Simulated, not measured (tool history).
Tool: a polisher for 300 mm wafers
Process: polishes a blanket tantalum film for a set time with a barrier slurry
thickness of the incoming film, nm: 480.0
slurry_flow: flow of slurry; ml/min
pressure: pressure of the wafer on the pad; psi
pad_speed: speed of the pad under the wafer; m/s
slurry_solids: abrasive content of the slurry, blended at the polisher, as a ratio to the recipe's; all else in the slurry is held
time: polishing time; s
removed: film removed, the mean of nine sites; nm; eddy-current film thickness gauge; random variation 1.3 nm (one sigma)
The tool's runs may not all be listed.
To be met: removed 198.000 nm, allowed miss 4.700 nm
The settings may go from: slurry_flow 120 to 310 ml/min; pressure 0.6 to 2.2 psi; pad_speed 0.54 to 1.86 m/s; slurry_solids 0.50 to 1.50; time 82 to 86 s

run,hour,slurry_flow,pressure,pad_speed,slurry_solids,time,removed
1,0.0,200,1.4,1.18,1.00,82,119.930
2,1.7,240,1.4,1.18,1.00,82,121.630
3,5.1,240,1.0,1.18,1.00,82,99.259
4,11.5,245,1.4,1.20,1.00,82,125.810
5,18.7,245,1.4,1.20,0.85,82,117.380
6,24.2,245,1.4,1.20,0.85,86,124.400
7,32.6,250,1.7,1.20,0.85,86,143.610
8,33.5,260,2.1,1.28,0.85,86,178.910
9,41.2,260,2.1,1.30,0.85,86,182.220
10,42.8,260,2.1,1.32,0.85,86,181.150
11,47.6,260,2.1,1.34,0.85,86,186.430

5 next moves are on the table. One of them brings every result within its allowed miss. Which?
A,52.4,200,2.2,1.20,1.00,86,?
B,52.4,260,2.0,1.26,0.90,86,?
C,52.4,310,2.1,1.18,1.05,86,?
D,52.4,250,2.0,1.38,0.90,82,?
E,52.4,270,2.1,1.48,0.80,85,?

move,removed
A,176.300
B,170.870
C,177.860
D,177.300
E,197.020
A: further off than the last run
B: further off than the last run
C: further off than the last run
D: further off than the last run
E: meets every target
The right move is E.
